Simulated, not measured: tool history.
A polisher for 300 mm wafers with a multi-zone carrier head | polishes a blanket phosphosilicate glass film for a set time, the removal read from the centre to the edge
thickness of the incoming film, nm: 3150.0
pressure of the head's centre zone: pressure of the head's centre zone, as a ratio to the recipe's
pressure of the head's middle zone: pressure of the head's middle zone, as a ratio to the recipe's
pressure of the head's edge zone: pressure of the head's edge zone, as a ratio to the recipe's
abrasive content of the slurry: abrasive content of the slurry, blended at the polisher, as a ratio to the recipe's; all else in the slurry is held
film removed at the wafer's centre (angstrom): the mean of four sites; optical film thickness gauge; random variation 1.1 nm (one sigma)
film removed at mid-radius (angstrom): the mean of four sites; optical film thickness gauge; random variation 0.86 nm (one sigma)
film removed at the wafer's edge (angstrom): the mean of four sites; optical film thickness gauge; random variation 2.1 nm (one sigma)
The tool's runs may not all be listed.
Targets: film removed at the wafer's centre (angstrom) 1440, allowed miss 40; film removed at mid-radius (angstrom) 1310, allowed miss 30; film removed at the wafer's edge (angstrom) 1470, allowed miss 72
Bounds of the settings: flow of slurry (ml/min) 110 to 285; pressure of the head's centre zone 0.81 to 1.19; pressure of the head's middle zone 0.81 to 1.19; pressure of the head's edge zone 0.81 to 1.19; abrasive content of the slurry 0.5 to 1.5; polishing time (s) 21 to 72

run    day  flow of slurry (ml/min)  pressure of the head's centre zone  pressure of the head's middle zone  pressure of the head's edge zone  abrasive content of the slurry  polishing time (s)  film removed at the wafer's centre (angstrom)  film removed at mid-radius (angstrom)  film removed at the wafer's edge (angstrom)
  1      0                      180                                   1                                   1                                 1                               1                  46                                           3447                                 3349.7                                       3425.6
  2  0.288                      180                                   1                                   1                                 1                            0.85                  46                                         3152.9                                 3120.7                                       3079.3
  3  0.471                      180                                   1                                   1                              1.08                            0.85                  46                                         3178.8                                   3134                                       3177.3
  4  0.762                      170                                0.99                                0.96                              1.07                             0.8                  41                                           2657                                   2563                                       2711.6
  5  0.917                      170                                0.99                                0.88                              1.07                             0.8                  41                                         2677.4                                 2445.5                                       2812.3
  6  1.229                      165                                0.99                                0.87                              1.05                            0.75                  37                                         2312.3                                 2077.9                                       2416.4
  7  1.583                      165                                0.99                                0.87                              1.05                            0.75                  37                                         2335.7                                 2092.9                                       2370.1
  8  1.846                      155                                0.98                                0.86                              1.04                             0.7                  35                                         2038.6                                   1856                                       2127.9
  9    1.9                      150                                0.98                                0.85                              1.02                            0.65                  34                                         1910.7                                 1717.5                                       1983.7
 10  2.142                      120                                0.93                                0.81                              0.92                             0.5                  29                                         1219.8                                 1138.7                                       1291.5
 11  2.308                      135                                0.93                                0.81                              0.92                             0.5                  29                                         1282.8                                 1164.7                                         1301
 12  2.333                      145                                0.93                                0.82                              0.94                             0.5                  29                                         1270.1                                 1189.4                                         1335

5 next moves are on the table. One of them brings every result within its allowed miss. Which?
  A  2.358                      165                                1.11                                0.85                              0.84                            0.55                  27                                              ?                                      ?                                            ?
  B  2.358                      110                                0.94                                0.81                              1.06                            0.55                  32                                              ?                                      ?                                            ?
  C  2.358                      125                                0.97                                0.84                              0.94                             0.5                  32                                              ?                                      ?                                            ?
  D  2.358                      140                                0.87                                0.99                              0.84                             0.5                  29                                              ?                                      ?                                            ?
  E  2.358                      195                                0.96                                0.91                              0.85                             0.6                  25                                              ?                                      ?                                            ?

move  film removed at the wafer's centre (angstrom)  film removed at mid-radius (angstrom)  film removed at the wafer's edge (angstrom)
   A                                         1562.6                                 1241.6                                       1278.4
   B                                         1443.4                                 1327.5                                       1606.5
   C                                           1435                                 1304.8                                       1443.6
   D                                         1193.6                                 1350.4                                       1258.9
   E                                         1360.6                                 1306.7                                       1281.9
A: takes the result that was furthest off past its target
B: brings the result that was furthest off to its target, and leaves another outside
C: meets every target
D: further off than the last run
E: nearer than the last run, and not there yet
Answer: C

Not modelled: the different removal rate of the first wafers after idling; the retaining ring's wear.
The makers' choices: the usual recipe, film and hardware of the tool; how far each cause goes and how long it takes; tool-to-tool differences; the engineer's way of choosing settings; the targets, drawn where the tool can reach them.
